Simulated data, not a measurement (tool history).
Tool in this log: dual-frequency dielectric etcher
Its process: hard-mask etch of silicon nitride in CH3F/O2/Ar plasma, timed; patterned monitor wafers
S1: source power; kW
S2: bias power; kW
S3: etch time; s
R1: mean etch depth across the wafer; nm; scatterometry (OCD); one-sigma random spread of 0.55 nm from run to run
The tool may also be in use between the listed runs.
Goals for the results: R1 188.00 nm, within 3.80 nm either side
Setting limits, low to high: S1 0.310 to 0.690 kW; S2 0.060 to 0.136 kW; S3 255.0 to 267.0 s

| run | day | S1 | S2 | S3 | R1 |
|---|---|---|---|---|---|
| 1 | 0.000 | 0.500 | 0.098 | 255.0 | 225.08 |
| 2 | 0.133 | 0.480 | 0.096 | 255.0 | 220.69 |
| 3 | 0.421 | 0.480 | 0.079 | 255.0 | 207.04 |
| 4 | 0.454 | 0.460 | 0.078 | 255.0 | 204.08 |
| 5 | 0.758 | 0.450 | 0.077 | 255.0 | 201.49 |
| 6 | 0.896 | 0.440 | 0.076 | 255.0 | 198.55 |
| 7 | 1.096 | 0.430 | 0.076 | 255.0 | 197.44 |
| 8 | 1.388 | 0.420 | 0.076 | 255.0 | 195.38 |
| 9 | 1.654 | 0.410 | 0.076 | 255.0 | 194.13 |
|  | 2.021 | wet clean of the chamber |
| 10 | 2.021 | 0.390 | 0.075 | 255.0 | 181.37 |

Which one of the following 5 next-run settings gets every result inside its allowed miss? There is exactly one.
| A | 2.388 | 0.350 | 0.098 | 263.5 | ? |
| B | 2.388 | 0.440 | 0.065 | 263.0 | ? |
| C | 2.388 | 0.380 | 0.085 | 267.0 | ? |
| D | 2.388 | 0.460 | 0.079 | 255.0 | ? |
| E | 2.388 | 0.400 | 0.084 | 264.5 | ? |

| move | R1 |
|---|---|
| A | 196.56 |
| B | 186.69 |
| C | 195.53 |
| D | 195.42 |
| E | 196.54 |
A: moves the result that the last run missed by most past its target, out the other side
B: meets every target
C: moves the result that the last run missed by most past its target, out the other side
D: moves the result that the last run missed by most past its target, out the other side
E: moves the result that the last run missed by most past its target, out the other side
Correct choice: B, which meets every target

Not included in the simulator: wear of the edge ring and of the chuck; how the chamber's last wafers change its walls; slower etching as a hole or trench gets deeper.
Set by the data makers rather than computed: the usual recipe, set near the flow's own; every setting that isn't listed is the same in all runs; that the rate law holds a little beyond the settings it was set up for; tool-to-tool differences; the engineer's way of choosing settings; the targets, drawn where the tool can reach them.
